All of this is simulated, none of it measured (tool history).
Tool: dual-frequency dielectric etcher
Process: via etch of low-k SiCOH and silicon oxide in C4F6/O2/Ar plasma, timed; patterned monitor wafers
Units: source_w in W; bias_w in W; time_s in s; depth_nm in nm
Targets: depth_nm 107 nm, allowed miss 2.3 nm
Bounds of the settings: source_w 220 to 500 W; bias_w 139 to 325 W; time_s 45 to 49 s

Run 1, hour 0: source_w 360 W, bias_w 232 W, time_s 49 s. Result: depth_nm 128.77 nm.
Run 2, hour 5.8: source_w 360 W, bias_w 212 W, time_s 49 s. Result: depth_nm 123.47 nm.
Run 3, hour 6.6: source_w 360 W, bias_w 235 W, time_s 49 s. Result: depth_nm 128.21 nm.
Run 4, hour 12.1: source_w 340 W, bias_w 230 W, time_s 49 s. Result: depth_nm 125.2 nm.
Run 5, hour 19.6: source_w 340 W, bias_w 230 W, time_s 49 s. Result: depth_nm 126.65 nm.
Run 6, hour 22.3: source_w 340 W, bias_w 206 W, time_s 49 s. Result: depth_nm 119.41 nm.
Run 7, hour 27.9: source_w 330 W, bias_w 204 W, time_s 49 s. Result: depth_nm 118.77 nm.
Run 8, hour 31.4: source_w 320 W, bias_w 201 W, time_s 49 s. Result: depth_nm 116.35 nm.
Run 9, hour 38.2: source_w 310 W, bias_w 199 W, time_s 49 s. Result: depth_nm 114.78 nm.
Run 10, hour 44.4: source_w 300 W, bias_w 198 W, time_s 49 s. Result: depth_nm 113.87 nm.
Run 11, hour 49.8: source_w 240 W, bias_w 187 W, time_s 49 s. Result: depth_nm 103.94 nm.

5 next moves are on the table. One of them brings every result within its allowed miss. Which?
Run A, hour 55.2: source_w 220 W, bias_w 192 W, time_s 47.5 s. Result: depth_nm ?.
Run B, hour 55.2: source_w 220 W, bias_w 204 W, time_s 49 s. Result: depth_nm ?.
Run C, hour 55.2: source_w 250 W, bias_w 178 W, time_s 49 s. Result: depth_nm ?.
Run D, hour 55.2: source_w 260 W, bias_w 198 W, time_s 46 s. Result: depth_nm ?.
Run E, hour 55.2: source_w 290 W, bias_w 196 W, time_s 45 s. Result: depth_nm ?.

move  depth_nm
   A    99.893
   B    106.04
   C    102.57
   D    102.27
   E    102.42
A: further off than the last run
B: meets every target
C: further off than the last run
D: further off than the last run
E: further off than the last run
Move B is the one to make.
